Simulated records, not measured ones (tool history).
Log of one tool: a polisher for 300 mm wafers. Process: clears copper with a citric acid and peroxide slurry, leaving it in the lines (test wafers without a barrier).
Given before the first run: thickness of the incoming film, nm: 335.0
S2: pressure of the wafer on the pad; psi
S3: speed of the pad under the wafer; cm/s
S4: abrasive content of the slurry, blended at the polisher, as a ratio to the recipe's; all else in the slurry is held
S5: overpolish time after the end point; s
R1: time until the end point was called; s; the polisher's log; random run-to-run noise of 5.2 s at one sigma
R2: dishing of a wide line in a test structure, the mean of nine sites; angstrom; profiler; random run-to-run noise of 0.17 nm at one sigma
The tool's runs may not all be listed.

run 1 hour=0 | flow_of_slurry_(ml/min)=285 S2=3.6 S3=90 S4=1 S5=10 | R1=163.89 R2=150.81
run 2 hour=4.5 | flow_of_slurry_(ml/min)=280 S2=3.1 S3=90 S4=1 S5=12 | R1=195.19 R2=158.07
run 3 hour=10.4 | flow_of_slurry_(ml/min)=280 S2=3.1 S3=90 S4=0.85 S5=12 | R1=193.64 R2=152.2
run 4 hour=12.2 | flow_of_slurry_(ml/min)=280 S2=2.8 S3=90 S4=0.95 S5=13 | R1=218.15 R2=154.59
run 5 hour=14.5 | flow_of_slurry_(ml/min)=280 S2=3.5 S3=90 S4=0.95 S5=13 | R1=174.82 R2=187.86
run 6 hour=19.1 | flow_of_slurry_(ml/min)=335 S2=3.5 S3=90 S4=0.95 S5=13 | R1=169.97 R2=193.82
run 7 hour=23.5 | flow_of_slurry_(ml/min)=330 S2=3 S3=90 S4=1 S5=14 | R1=202.78 R2=178.45
run 8 hour=31.6 | flow_of_slurry_(ml/min)=330 S2=2.7 S3=90 S4=1 S5=14 | R1=217.34 R2=160.83

The next listed run, before its measurement:
run 9 hour=38.5 | flow_of_slurry_(ml/min)=320 S2=2.5 S3=90 S4=1 S5=14 | R1=? R2=?

Run 9 came out at R1 234.14 s, R2 153.89 angstrom.

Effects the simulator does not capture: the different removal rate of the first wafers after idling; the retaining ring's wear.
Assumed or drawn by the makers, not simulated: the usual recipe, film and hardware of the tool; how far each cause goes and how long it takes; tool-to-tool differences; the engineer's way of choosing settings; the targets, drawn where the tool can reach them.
